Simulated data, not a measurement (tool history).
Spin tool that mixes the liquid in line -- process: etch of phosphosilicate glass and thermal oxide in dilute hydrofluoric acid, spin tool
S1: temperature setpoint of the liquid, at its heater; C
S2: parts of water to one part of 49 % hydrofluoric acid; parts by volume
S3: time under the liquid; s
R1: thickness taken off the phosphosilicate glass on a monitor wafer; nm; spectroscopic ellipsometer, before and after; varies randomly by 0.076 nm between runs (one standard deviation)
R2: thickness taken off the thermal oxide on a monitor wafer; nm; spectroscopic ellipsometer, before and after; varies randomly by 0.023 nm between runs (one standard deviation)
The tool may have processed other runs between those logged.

run  hour    S1   S2  S3      R1       R2
  1   0.0  22.0  145  30  32.191  0.85860
  2   8.2  21.0  150  30  29.910  0.70045
  3  13.9  24.0  150  30  33.812  0.90786
  4  22.4  25.5  150  30  35.698  0.94437
  5  24.8  24.0  155  30  32.578  0.80986
  6  31.1  24.0  120  30  43.683  1.13300
  7  34.1  23.0  130  30  38.130  0.90201
  8  38.0  22.0  140  30  33.704  0.81581

Predict the results of run 9:
  9  43.7  21.5  145  30   ?   ?

R1: 31.825 nm
R2: 0.86264 nm
